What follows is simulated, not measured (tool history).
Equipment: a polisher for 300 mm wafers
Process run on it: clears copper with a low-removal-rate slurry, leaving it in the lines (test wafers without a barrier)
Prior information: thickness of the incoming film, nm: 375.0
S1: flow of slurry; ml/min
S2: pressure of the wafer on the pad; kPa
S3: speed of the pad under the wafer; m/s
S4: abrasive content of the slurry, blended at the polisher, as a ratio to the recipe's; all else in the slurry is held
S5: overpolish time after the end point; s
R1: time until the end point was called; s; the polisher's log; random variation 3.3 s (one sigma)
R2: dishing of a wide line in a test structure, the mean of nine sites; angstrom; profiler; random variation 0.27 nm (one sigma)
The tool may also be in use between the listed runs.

{"run": 1, "day": 0.0, "S1": 250, "S2": 19.3, "S3": 1.08, "S4": 1, "S5": 14, "R1": 119.5, "R2": 331.75}
{"run": 2, "day": 0.233, "S1": 250, "S2": 19.3, "S3": 1.32, "S4": 1, "S5": 14, "R1": 103.73, "R2": 400.95}
{"run": 3, "day": 0.438, "S1": 250, "S2": 17.2, "S3": 1.2, "S4": 1, "S5": 12, "R1": 124.06, "R2": 294.17}
{"run": 4, "day": 0.546, "S1": 250, "S2": 15.9, "S3": 1.12, "S4": 1, "S5": 10, "R1": 141.26, "R2": 207.92}
{"run": 5, "day": 0.908, "S1": 250, "S2": 14.5, "S3": 1.1, "S4": 1, "S5": 10, "R1": 154.88, "R2": 190.6}
{"run": 6, "day": 1.279, "S1": 250, "S2": 13.1, "S3": 1.08, "S4": 1, "S5": 10, "R1": 178.85, "R2": 181.78}

Run 7 has not been measured yet. What should we expect?
{"run": 7, "day": 1.612, "S1": 250, "S2": 12.4, "S3": 1.06, "S4": 1, "S5": 9, "R1": "?", "R2": "?"}

{"run 7": {"R1": 186.4, "R2": 147.83}}

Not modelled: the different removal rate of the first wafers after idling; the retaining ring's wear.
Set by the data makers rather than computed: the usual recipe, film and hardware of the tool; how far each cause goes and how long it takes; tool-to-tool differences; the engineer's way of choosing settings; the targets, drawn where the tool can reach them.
